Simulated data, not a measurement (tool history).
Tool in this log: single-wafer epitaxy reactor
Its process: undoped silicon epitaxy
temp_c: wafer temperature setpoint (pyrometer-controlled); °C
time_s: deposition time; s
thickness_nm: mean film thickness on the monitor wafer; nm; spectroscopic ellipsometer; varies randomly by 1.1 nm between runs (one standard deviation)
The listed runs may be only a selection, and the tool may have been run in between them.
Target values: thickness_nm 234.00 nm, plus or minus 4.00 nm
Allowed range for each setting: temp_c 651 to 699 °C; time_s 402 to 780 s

run,hour,temp_c,time_s,thickness_nm
1,0.0,675,591,183.89
2,6.1,678,592,195.17
3,14.9,681,592,207.19
4,23.7,672,592,172.88
5,31.0,672,534,157.96
6,35.7,672,579,170.32
7,40.1,677,580,186.71
8,44.6,680,581,199.04
9,49.5,682,581,206.83

Of the 5 settings listed for the next run, only one would bring every result within its allowed miss of target. Which one?
A,54.4,685,621,?
B,54.4,687,572,?
C,54.4,678,517,?
D,54.4,682,631,?
E,54.4,680,618,?

move,thickness_nm
A,233.52
B,223.28
C,170.38
D,224.28
E,211.52
A: in spec on every target
B: moves toward the targets from the last run without getting all of them in spec
C: lands further from the targets than the last run did
D: moves toward the targets from the last run without getting all of them in spec
E: moves toward the targets from the last run without getting all of them in spec
Go with A: it meets all targets.
